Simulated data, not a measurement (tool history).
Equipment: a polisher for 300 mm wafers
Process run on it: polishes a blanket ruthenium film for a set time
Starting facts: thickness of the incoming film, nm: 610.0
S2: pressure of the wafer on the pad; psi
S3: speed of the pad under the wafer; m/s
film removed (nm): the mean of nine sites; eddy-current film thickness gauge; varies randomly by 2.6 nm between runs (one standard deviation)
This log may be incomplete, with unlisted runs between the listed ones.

run 1 day=0.000 | flow_of_slurry_(ml/min)=265 S2=1.9 S3=1.20 polishing_time_(s)=88 | film_removed_(nm)=126.30
run 2 day=0.138 | flow_of_slurry_(ml/min)=265 S2=1.9 S3=1.42 polishing_time_(s)=88 | film_removed_(nm)=147.14
run 3 day=0.312 | flow_of_slurry_(ml/min)=265 S2=1.9 S3=1.42 polishing_time_(s)=93 | film_removed_(nm)=157.49
run 4 day=0.504 | flow_of_slurry_(ml/min)=325 S2=1.9 S3=1.42 polishing_time_(s)=93 | film_removed_(nm)=159.02
run 5 day=0.667 | flow_of_slurry_(ml/min)=325 S2=1.9 S3=1.42 polishing_time_(s)=88 | film_removed_(nm)=151.21
run 6 day=0.846 | flow_of_slurry_(ml/min)=325 S2=2.0 S3=1.42 polishing_time_(s)=88 | film_removed_(nm)=158.12
run 7 day=1.204 | flow_of_slurry_(ml/min)=325 S2=2.1 S3=1.42 polishing_time_(s)=88 | film_removed_(nm)=170.84
run 8 day=1.562 | flow_of_slurry_(ml/min)=325 S2=2.2 S3=1.42 polishing_time_(s)=88 | film_removed_(nm)=173.10
run 9 day=1.783 | flow_of_slurry_(ml/min)=325 S2=2.2 S3=1.42 polishing_time_(s)=88 | film_removed_(nm)=173.23
run 10 day=2.088 | flow_of_slurry_(ml/min)=325 S2=2.3 S3=1.42 polishing_time_(s)=88 | film_removed_(nm)=180.10
run 11 day=2.146 | flow_of_slurry_(ml/min)=325 S2=2.3 S3=1.42 polishing_time_(s)=88 | film_removed_(nm)=180.64
run 12 day=2.204 | flow_of_slurry_(ml/min)=325 S2=2.4 S3=1.42 polishing_time_(s)=88 | film_removed_(nm)=189.18

Run 13 comes next. What will it give?
run 13 day=2.492 | flow_of_slurry_(ml/min)=325 S2=2.5 S3=1.42 polishing_time_(s)=88 | film_removed_(nm)=?

Run 13 came out at film removed (nm) 197.28.
